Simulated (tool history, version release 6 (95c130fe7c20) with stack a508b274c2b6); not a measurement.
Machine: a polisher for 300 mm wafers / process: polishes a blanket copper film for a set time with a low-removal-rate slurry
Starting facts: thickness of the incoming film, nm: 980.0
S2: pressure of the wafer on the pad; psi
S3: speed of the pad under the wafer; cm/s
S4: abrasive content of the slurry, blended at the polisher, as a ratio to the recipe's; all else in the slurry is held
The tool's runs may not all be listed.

Run 1, hour 0: flow of slurry (ml/min) 145, S2 3.4 psi, S3 102 cm/s, S4 1, polishing time (s) 95. Result: film removed (nm) 315.25.
Run 2, hour 7.3: flow of slurry (ml/min) 180, S2 3.4 psi, S3 102 cm/s, S4 1, polishing time (s) 95. Result: film removed (nm) 326.53.
Run 3, hour 11.2: flow of slurry (ml/min) 200, S2 3.4 psi, S3 102 cm/s, S4 1, polishing time (s) 95. Result: film removed (nm) 335.51.
Run 4, hour 14.2: flow of slurry (ml/min) 185, S2 3.1 psi, S3 102 cm/s, S4 1, polishing time (s) 95. Result: film removed (nm) 300.83.
Run 5, hour 17.1: flow of slurry (ml/min) 160, S2 3.1 psi, S3 102 cm/s, S4 1, polishing time (s) 95. Result: film removed (nm) 297.21.
Run 6, hour 18.6: flow of slurry (ml/min) 160, S2 3.6 psi, S3 102 cm/s, S4 1, polishing time (s) 95. Result: film removed (nm) 341.8.

What does the tool deliver on the next run?
Run 7, hour 26.6: flow of slurry (ml/min) 155, S2 3.3 psi, S3 102 cm/s, S4 1, polishing time (s) 95. Result: film removed (nm) ?.

{"run 7": {"film removed (nm)": 308.97}}

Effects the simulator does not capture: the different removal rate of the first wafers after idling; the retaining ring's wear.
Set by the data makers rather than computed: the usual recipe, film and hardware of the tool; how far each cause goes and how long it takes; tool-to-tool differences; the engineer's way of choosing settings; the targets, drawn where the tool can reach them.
